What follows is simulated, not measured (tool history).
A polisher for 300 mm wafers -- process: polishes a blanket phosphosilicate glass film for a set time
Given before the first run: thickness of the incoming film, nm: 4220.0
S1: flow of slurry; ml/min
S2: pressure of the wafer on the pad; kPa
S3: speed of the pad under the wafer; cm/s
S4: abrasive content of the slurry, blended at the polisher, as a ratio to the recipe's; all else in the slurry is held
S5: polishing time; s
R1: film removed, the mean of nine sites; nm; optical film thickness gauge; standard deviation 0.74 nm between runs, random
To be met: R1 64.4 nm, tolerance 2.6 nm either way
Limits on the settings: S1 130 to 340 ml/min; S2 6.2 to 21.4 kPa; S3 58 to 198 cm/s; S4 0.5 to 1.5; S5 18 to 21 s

run 1 hour=0 | S1=220 S2=13.8 S3=128 S4=1 S5=21 | R1=96.397
run 2 hour=2.3 | S1=220 S2=16.5 S3=128 S4=1 S5=21 | R1=112.23
run 3 hour=5.2 | S1=220 S2=16.5 S3=116 S4=1 S5=21 | R1=103.04
run 4 hour=7.1 | S1=220 S2=18.6 S3=116 S4=1 S5=21 | R1=112.45
run 5 hour=9.6 | S1=220 S2=17.2 S3=114 S4=1 S5=21 | R1=103.78
run 6 hour=18.5 | S1=220 S2=15.9 S3=112 S4=1 S5=21 | R1=98.218
-- hour=20.1 slurry blender recalibrated
run 7 hour=20.1 | S1=220 S2=14.5 S3=110 S4=1 S5=21 | R1=102.45
run 8 hour=29 | S1=215 S2=13.8 S3=108 S4=0.9 S5=21 | R1=89.973
run 9 hour=30.4 | S1=215 S2=13.1 S3=104 S4=0.9 S5=21 | R1=85.113
run 10 hour=39.3 | S1=215 S2=12.4 S3=102 S4=0.9 S5=21 | R1=81.655
run 11 hour=47.4 | S1=215 S2=11.7 S3=100 S4=0.9 S5=21 | R1=74.739
run 12 hour=50.1 | S1=215 S2=11 S3=100 S4=0.9 S5=21 | R1=72.578

Exercise: of the 5 proposed moves below, exactly one satisfies all targets within the stated allowed misses. Which move is it?
run A hour=52.8 | S1=200 S2=11 S3=90 S4=0.9 S5=21 | R1=?
run B hour=52.8 | S1=235 S2=12.4 S3=106 S4=0.95 S5=20 | R1=?
run C hour=52.8 | S1=245 S2=9.7 S3=86 S4=1 S5=19 | R1=?
run D hour=52.8 | S1=195 S2=13.1 S3=92 S4=1.05 S5=18 | R1=?
run E hour=52.8 | S1=275 S2=11 S3=88 S4=0.75 S5=21 | R1=?

move=A R1=66.106
move=B R1=83.044
move=C R1=58.442
move=D R1=72.431
move=E R1=57.331
A: meets every target
B: further off than the last run
C: the result that was furthest off in the last run now lies on the other side of its target
D: roughly where the last run was
E: the result that was furthest off in the last run now lies on the other side of its target
The move that meets every target is A.

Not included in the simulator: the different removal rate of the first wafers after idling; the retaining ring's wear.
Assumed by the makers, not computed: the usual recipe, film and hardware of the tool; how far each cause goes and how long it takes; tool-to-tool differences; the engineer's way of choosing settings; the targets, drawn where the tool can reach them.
